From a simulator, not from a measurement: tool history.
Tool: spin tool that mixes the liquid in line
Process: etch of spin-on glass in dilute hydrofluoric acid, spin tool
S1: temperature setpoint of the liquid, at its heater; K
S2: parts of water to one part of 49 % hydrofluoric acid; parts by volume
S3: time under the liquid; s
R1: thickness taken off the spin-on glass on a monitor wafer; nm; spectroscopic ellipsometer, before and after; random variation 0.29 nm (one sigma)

{"run": 1, "hour": 0.0, "S1": 295.15, "S2": 210, "S3": 110, "R1": 10.72}
{"run": 2, "hour": 4.9, "S1": 295.15, "S2": 150, "S3": 110, "R1": 15.597}
{"run": 3, "hour": 13.5, "S1": 296.65, "S2": 135, "S3": 110, "R1": 18.861}
{"run": 4, "hour": 22.3, "S1": 296.65, "S2": 135, "S3": 110, "R1": 18.892}
{"run": 5, "hour": 27.3, "S1": 296.65, "S2": 195, "S3": 110, "R1": 12.178}
{"run": 6, "hour": 32.6, "S1": 297.65, "S2": 170, "S3": 110, "R1": 15.16}
{"hour": 33.2, "done": "thermometer replaced"}
{"run": 7, "hour": 33.2, "S1": 298.65, "S2": 155, "S3": 110, "R1": 18.779}
{"run": 8, "hour": 41.3, "S1": 299.65, "S2": 150, "S3": 110, "R1": 19.967}

Run 9 comes next. What will it give?
{"run": 9, "hour": 43.6, "S1": 300.15, "S2": 145, "S3": 110, "R1": "?"}

R1: 21.536 nm

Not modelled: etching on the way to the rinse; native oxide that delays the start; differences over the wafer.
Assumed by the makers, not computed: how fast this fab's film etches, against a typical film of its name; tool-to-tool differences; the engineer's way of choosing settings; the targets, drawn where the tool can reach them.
